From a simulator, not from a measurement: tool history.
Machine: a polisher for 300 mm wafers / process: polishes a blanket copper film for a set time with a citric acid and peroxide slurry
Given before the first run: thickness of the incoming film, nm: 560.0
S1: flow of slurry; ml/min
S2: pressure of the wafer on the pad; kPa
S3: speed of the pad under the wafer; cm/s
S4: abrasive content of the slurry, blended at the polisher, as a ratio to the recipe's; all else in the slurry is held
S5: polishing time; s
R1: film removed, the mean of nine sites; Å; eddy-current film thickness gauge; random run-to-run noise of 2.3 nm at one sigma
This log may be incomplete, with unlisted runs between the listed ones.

| run | hour | S1 | S2 | S3 | S4 | S5 | R1 |
|---|---|---|---|---|---|---|---|
| 1 | 0 | 300 | 26.9 | 96 | 1 | 43 | 1330.7 |
| 2 | 7.7 | 300 | 26.9 | 80 | 1 | 43 | 1113.9 |
| 3 | 14.7 | 300 | 26.9 | 58 | 1 | 43 | 821.44 |
| 4 | 20.6 | 300 | 26.9 | 50 | 1 | 43 | 698.62 |
| 5 | 22 | 300 | 26.9 | 50 | 0.85 | 43 | 675.6 |
| 6 | 25 | 300 | 29 | 56 | 0.85 | 43 | 803.52 |
| 7 | 28.4 | 300 | 31 | 60 | 0.85 | 43 | 919.92 |
| 8 | 31.8 | 305 | 38.6 | 88 | 0.9 | 43 | 1666.8 |

Run 9 comes next. What will it give?
| 9 | 39.8 | 305 | 39.3 | 88 | 0.9 | 43 | ? |

Logged for run 9: R1 1682.9 Å.
